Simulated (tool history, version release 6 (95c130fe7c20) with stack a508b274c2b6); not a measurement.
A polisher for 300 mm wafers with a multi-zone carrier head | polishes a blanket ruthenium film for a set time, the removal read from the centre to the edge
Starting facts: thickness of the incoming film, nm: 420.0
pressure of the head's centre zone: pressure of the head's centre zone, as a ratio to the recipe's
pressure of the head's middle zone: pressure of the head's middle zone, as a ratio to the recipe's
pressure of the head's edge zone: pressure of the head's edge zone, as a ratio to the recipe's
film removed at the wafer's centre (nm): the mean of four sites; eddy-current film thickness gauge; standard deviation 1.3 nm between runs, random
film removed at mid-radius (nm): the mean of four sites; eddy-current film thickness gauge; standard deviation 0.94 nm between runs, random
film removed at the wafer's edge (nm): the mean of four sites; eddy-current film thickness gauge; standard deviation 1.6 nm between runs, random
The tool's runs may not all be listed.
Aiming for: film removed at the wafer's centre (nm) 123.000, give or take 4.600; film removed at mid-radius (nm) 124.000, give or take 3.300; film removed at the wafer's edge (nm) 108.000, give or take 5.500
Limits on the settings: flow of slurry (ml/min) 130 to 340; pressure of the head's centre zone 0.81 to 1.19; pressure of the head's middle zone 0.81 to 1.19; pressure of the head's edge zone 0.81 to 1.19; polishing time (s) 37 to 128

run  hour  flow of slurry (ml/min)  pressure of the head's centre zone  pressure of the head's middle zone  pressure of the head's edge zone  polishing time (s)  film removed at the wafer's centre (nm)  film removed at mid-radius (nm)  film removed at the wafer's edge (nm)
  1   0.0                      220                                1.00                                1.00                              1.00                  82                                  100.490                           94.850                                 96.570
  2   1.7                      220                                1.05                                1.00                              1.00                  82                                  105.570                           96.183                                 94.900
  3   6.0                      220                                0.99                                1.00                              1.00                  82                                   97.894                           95.435                                 99.554
  4  12.2                      235                                1.01                                1.04                              1.02                  84                                  102.950                          101.560                                100.380
  5  13.5                      235                                1.01                                1.01                              1.02                  84                                  104.170                           99.676                                 98.151
  6  16.7                      235                                1.03                                1.05                              1.02                  86                                  109.000                          103.940                                100.600
  7  19.8                      235                                1.03                                1.05                              1.02                  86                                  107.630                          105.520                                103.350
  8  23.4                      245                                1.05                                1.08                              1.01                  87                                  110.290                          109.090                                102.670
  9  27.2                      250                                1.07                                1.10                              1.01                  88                                  114.280                          111.810                                106.280
 10  29.5                      265                                1.09                                1.12                              0.98                  88                                  116.130                          114.250                                102.670
 11  31.6                      270                                1.10                                1.14                              0.99                  89                                  120.820                          119.580                                106.350
 12  39.1                      275                                1.10                                1.15                              0.99                  89                                  120.230                          118.120                                108.400

Which one of the following 4 next-run settings gets every result inside its allowed miss? There is exactly one.
  A  46.6                      290                                1.11                                1.14                              1.04                  84                                        ?                                ?                                      ?
  B  46.6                      315                                1.16                                1.05                              0.99                  90                                        ?                                ?                                      ?
  C  46.6                      245                                1.08                                1.14                              0.96                  94                                        ?                                ?                                      ?
  D  46.6                      290                                1.09                                1.09                              1.05                  87                                        ?                                ?                                      ?

move  film removed at the wafer's centre (nm)  film removed at mid-radius (nm)  film removed at the wafer's edge (nm)
   A                                  115.370                          114.570                                104.370
   B                                  129.270                          115.320                                109.980
   C                                  123.640                          125.890                                110.800
   D                                  117.670                          114.190                                108.680
A: the biggest miss grows against the last run
B: the biggest miss grows against the last run
C: each result inside its tolerance
D: the biggest miss grows against the last run
Correct choice: C, which meets every target
